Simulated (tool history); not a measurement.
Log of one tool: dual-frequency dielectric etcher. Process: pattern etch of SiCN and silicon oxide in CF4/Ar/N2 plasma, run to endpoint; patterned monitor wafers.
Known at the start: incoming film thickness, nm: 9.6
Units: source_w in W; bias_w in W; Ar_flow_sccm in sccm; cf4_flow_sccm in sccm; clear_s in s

run    day  source_w  bias_w  Ar_flow_sccm  cf4_flow_sccm  clear_s
  1  0.000       590      55           122             72   9.4861
  2  0.158       520      55           122             72  10.6570
  3  0.358       470      53           123             72  11.9230
  4  0.733       470      63           123             72  11.2030
  5  0.825       530      63           123             72  10.0660
  6  0.929       480      60           125             72  11.1890

Run 7 comes next. What will it give?
  7  1.292       440      58           126             72        ?

{"run 7": {"clear_s": 12.323}}
